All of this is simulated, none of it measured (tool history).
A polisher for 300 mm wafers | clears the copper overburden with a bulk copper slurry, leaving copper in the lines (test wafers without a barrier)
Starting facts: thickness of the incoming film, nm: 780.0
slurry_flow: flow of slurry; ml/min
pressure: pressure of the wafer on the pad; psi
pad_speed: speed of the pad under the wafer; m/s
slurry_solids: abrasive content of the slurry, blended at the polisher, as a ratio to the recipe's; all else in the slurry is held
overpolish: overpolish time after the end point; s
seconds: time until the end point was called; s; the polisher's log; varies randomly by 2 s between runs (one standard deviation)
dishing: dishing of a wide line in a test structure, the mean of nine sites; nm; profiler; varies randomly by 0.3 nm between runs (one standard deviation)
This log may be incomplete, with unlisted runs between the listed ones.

run,hour,slurry_flow,pressure,pad_speed,slurry_solids,overpolish,seconds,dishing
1,0,245,2.7,0.98,1,26,101.35,29.223
2,0.6,245,2.5,1,1,24,108.19,28.709
3,5.8,245,2.3,1.04,1,22,110.63,28.019
4,7.5,245,2,1.04,1,22,126.2,27.127
5,13,245,2,0.86,1,22,160.47,27.382
6,14.8,240,1.9,0.9,0.95,20,157.64,26.816
7,20,170,1.3,1.18,0.7,8,193.55,16.262
8,27.7,185,1.4,1.18,0.7,8,179.73,17.479
9,31.1,195,1.4,1.18,0.7,8,179.91,17.605
10,33.2,205,1.4,1.18,0.7,8,179.1,17.836
11,39.9,215,1.4,1.18,0.7,8,175.03,17.344
12,48.1,220,1.5,1.16,0.7,9,172.98,19.377
13,53.1,225,1.5,1.16,0.7,9,169.5,19.387
14,61.9,230,1.5,1.16,0.7,9,163.95,19.218
15,63.2,235,1.5,1.16,0.7,9,167.97,19.415
16,68.2,240,1.5,1.16,0.7,9,164.9,19.838
17,75.4,245,1.5,1.16,0.7,9,165.13,18.843
18,82.1,250,1.5,1.16,0.7,9,165.67,19.966

What will run 19 give?
19,85.2,255,1.5,1.16,0.7,9,?,?

{"run 19": {"seconds": 164.09, "dishing": 19.405}}
